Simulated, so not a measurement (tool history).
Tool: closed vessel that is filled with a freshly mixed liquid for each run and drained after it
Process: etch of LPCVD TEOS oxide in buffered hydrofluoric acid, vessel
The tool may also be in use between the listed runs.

run,day,temperature setpoint of the liquid (°C),parts of 40 % ammonium fluoride to one part of 49 % hydrofluoric acid (parts by volume),time in the liquid (s),thickness taken off the LPCVD TEOS oxide on a monitor wafer (Å)
1,0,24,21,105,1333.1
2,0.362,25.5,21,105,1454.1
3,0.65,29,21,105,1738.4
4,0.95,29,21,110,1801
5,1.175,26.5,21,110,1590.7
6,1.317,25,21,110,1483.3

Run 7 comes next. What will it give?
7,1.533,24,21,110,?

{"run 7": {"thickness taken off the LPCVD TEOS oxide on a monitor wafer (Å)": 1407.6}}
